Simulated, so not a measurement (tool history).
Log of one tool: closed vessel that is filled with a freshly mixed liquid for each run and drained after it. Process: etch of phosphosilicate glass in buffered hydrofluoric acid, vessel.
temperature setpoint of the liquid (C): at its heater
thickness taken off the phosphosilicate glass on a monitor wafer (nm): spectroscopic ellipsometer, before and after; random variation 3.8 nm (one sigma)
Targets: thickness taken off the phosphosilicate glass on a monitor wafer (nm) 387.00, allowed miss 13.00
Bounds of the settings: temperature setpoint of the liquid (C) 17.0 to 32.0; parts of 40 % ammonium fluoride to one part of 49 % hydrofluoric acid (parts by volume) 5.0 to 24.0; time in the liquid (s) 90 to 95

run,hour,temperature setpoint of the liquid (C),parts of 40 % ammonium fluoride to one part of 49 % hydrofluoric acid (parts by volume),time in the liquid (s),thickness taken off the phosphosilicate glass on a monitor wafer (nm)
1,0.0,24.0,14.5,90,242.84
2,8.0,24.0,14.5,90,244.61
3,9.9,25.5,14.5,90,265.15
4,12.1,28.5,14.5,90,315.90
5,15.6,30.0,14.5,90,335.69
6,24.4,27.0,14.5,90,290.57
# hour 32.8: thermometer replaced
7,32.8,31.0,13.5,90,335.81
8,34.7,31.0,13.0,90,358.53

Which of these 5 next moves meets every target?
A,36.6,30.0,12.0,95,?
B,36.6,30.5,13.5,95,?
C,36.6,30.5,11.5,95,?
D,36.6,30.5,10.5,90,?
E,36.6,32.0,16.0,95,?

move,thickness taken off the phosphosilicate glass on a monitor wafer (nm)
A,384.91
B,352.19
C,411.87
D,426.31
E,322.49
A: meets every target
B: further off than the last run
C: takes the result that was furthest off past its target
D: takes the result that was furthest off past its target
E: further off than the last run
Answer: A
